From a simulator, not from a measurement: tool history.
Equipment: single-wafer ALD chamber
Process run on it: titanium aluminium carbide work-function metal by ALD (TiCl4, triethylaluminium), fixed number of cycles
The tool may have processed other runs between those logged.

run,hour,heater temperature setpoint (K),triethylaluminium pulse time (s),mean film thickness on the monitor wafer (Å)
1,0,573.15,10.84,18.897
2,0.8,569.15,10.35,18.717
3,3.9,565.15,9.37,18.075
4,10.2,563.15,9.1,17.971
5,17.2,563.15,11.22,18.141
6,18.9,561.15,11.01,18.181
7,19.6,559.15,10.55,17.919

Run 8 is up next; what results do you expect?
8,20.1,557.15,10.24,?

mean film thickness on the monitor wafer (Å): 17.692

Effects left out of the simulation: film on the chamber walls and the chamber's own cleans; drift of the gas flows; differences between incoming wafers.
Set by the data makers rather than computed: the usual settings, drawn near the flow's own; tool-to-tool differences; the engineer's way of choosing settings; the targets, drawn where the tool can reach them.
